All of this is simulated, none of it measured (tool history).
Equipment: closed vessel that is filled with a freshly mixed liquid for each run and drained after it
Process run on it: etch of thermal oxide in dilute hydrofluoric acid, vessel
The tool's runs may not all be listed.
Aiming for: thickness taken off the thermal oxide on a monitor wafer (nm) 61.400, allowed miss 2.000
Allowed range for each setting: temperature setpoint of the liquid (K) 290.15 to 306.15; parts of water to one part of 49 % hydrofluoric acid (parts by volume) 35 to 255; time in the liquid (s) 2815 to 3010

run  hour  temperature setpoint of the liquid (K)  parts of water to one part of 49 % hydrofluoric acid (parts by volume)  time in the liquid (s)  thickness taken off the thermal oxide on a monitor wafer (nm)
  1   0.0                                  298.15                                                                     145                    2815                                                        102.900
  2   9.4                                  298.15                                                                     170                    2815                                                         85.518
  3  13.9                                  301.65                                                                     170                    2815                                                         97.844
  4  22.8                                  299.15                                                                     170                    2815                                                         89.563
     30.0  -- hydrofluoric acid flow meter replaced
  5  30.0                                  296.65                                                                     170                    2815                                                         75.141
  6  32.2                                  296.15                                                                     170                    2815                                                         73.505
  7  34.2                                  295.65                                                                     170                    2815                                                         71.547
  8  40.9                                  291.65                                                                     175                    2815                                                         58.897

Which one of the following 5 next-run settings gets every result inside its allowed miss? There is exactly one.
  A  47.6                                  291.65                                                                     185                    2905                                                              ?
  B  47.6                                  293.65                                                                     190                    2975                                                              ?
  C  47.6                                  290.65                                                                     160                    2990                                                              ?
  D  47.6                                  290.15                                                                     180                    2875                                                              ?
  E  47.6                                  291.65                                                                     185                    2870                                                              ?

move  thickness taken off the thermal oxide on a monitor wafer (nm)
   A                                                         57.592
   B                                                         61.795
   C                                                         67.457
   D                                                         55.435
   E                                                         56.898
A: its largest miss is bigger than the last run's
B: all results in spec
C: the result that was furthest off in the last run now lies on the other side of its target
D: its largest miss is bigger than the last run's
E: its largest miss is bigger than the last run's
B is the move that brings every result within its allowed miss.
